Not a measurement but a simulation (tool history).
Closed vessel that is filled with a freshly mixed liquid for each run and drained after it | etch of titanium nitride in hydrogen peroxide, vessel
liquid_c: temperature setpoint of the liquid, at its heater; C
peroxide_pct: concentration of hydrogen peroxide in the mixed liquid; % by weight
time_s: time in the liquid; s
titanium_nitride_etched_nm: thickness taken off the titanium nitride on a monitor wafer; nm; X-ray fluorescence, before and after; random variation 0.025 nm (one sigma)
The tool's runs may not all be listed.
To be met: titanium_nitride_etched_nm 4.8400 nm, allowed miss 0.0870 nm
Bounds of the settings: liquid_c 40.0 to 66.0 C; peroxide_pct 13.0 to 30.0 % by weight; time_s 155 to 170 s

run,hour,liquid_c,peroxide_pct,time_s,titanium_nitride_etched_nm
1,0.0,56.0,24.0,155,8.6467
2,7.1,56.0,24.0,170,9.5323
3,13.1,56.0,21.0,170,9.2614
4,18.1,54.0,21.0,170,8.0260
5,26.0,54.0,17.0,170,7.6749
6,33.7,54.0,17.0,155,6.9295
7,38.3,48.0,17.0,155,4.5603
8,46.6,48.0,17.0,155,4.5567
9,50.8,48.5,17.0,155,4.6888

5 next moves are on the table. One of them brings every result within its allowed miss. Which?
A,55.0,47.5,17.0,160,?
B,55.0,47.5,18.5,160,?
C,55.0,46.5,22.0,165,?
D,55.0,48.5,14.5,165,?
E,55.0,48.0,14.5,160,?

move,titanium_nitride_etched_nm
A,4.5375
B,4.6198
C,4.5937
D,4.8681
E,4.5514
A: further off than the last run
B: further off than the last run
C: further off than the last run
D: meets every target
E: further off than the last run
The right move is D.
